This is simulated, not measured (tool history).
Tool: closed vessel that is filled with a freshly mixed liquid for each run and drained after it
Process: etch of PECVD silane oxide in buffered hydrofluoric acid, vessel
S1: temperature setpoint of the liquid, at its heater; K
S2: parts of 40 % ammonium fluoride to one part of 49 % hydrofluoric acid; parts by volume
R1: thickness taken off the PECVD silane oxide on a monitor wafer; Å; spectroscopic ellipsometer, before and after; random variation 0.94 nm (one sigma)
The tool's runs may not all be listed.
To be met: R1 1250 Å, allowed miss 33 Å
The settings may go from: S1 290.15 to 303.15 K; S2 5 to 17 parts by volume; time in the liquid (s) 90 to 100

{"run": 1, "hour": 0.0, "S1": 295.15, "S2": 10.5, "time in the liquid (s)": 90, "R1": 1725.3}
{"run": 2, "hour": 7.0, "S1": 295.15, "S2": 10.5, "time in the liquid (s)": 90, "R1": 1739.6}
{"run": 3, "hour": 11.6, "S1": 293.65, "S2": 10.5, "time in the liquid (s)": 90, "R1": 1593.3}
{"run": 4, "hour": 15.0, "S1": 292.65, "S2": 10.5, "time in the liquid (s)": 90, "R1": 1509.8}
{"run": 5, "hour": 22.4, "S1": 292.65, "S2": 10.5, "time in the liquid (s)": 90, "R1": 1501.2}
{"run": 6, "hour": 27.9, "S1": 292.65, "S2": 10.5, "time in the liquid (s)": 100, "R1": 1665.4}
{"run": 7, "hour": 29.3, "S1": 292.15, "S2": 11, "time in the liquid (s)": 100, "R1": 1537.8}
{"run": 8, "hour": 29.9, "S1": 292.15, "S2": 11, "time in the liquid (s)": 100, "R1": 1554.9}
{"run": 9, "hour": 37.5, "S1": 292.15, "S2": 11, "time in the liquid (s)": 100, "R1": 1563.9}
{"run": 10, "hour": 44.4, "S1": 291.65, "S2": 11.5, "time in the liquid (s)": 100, "R1": 1467.6}
{"run": 11, "hour": 49.8, "S1": 291.65, "S2": 11.5, "time in the liquid (s)": 100, "R1": 1448.2}
{"run": 12, "hour": 51.7, "S1": 291.15, "S2": 11.5, "time in the liquid (s)": 100, "R1": 1414.9}
{"run": 13, "hour": 52.4, "S1": 290.65, "S2": 11.5, "time in the liquid (s)": 100, "R1": 1364.4}

Which of these 5 next moves meets every target?
{"run": "A", "hour": 53.1, "S1": 292.15, "S2": 12, "time in the liquid (s)": 100, "R1": "?"}
{"run": "B", "hour": 53.1, "S1": 291.65, "S2": 11.5, "time in the liquid (s)": 100, "R1": "?"}
{"run": "C", "hour": 53.1, "S1": 293.15, "S2": 13, "time in the liquid (s)": 90, "R1": "?"}
{"run": "D", "hour": 53.1, "S1": 292.15, "S2": 10.5, "time in the liquid (s)": 100, "R1": "?"}
{"run": "E", "hour": 53.1, "S1": 292.65, "S2": 11.5, "time in the liquid (s)": 100, "R1": "?"}

move=A R1=1404.6
move=B R1=1423.6
move=C R1=1236.4
move=D R1=1600.3
move=E R1=1506.1
A: further off than the last run
B: further off than the last run
C: meets every target
D: further off than the last run
E: further off than the last run
Move C is the one to make.

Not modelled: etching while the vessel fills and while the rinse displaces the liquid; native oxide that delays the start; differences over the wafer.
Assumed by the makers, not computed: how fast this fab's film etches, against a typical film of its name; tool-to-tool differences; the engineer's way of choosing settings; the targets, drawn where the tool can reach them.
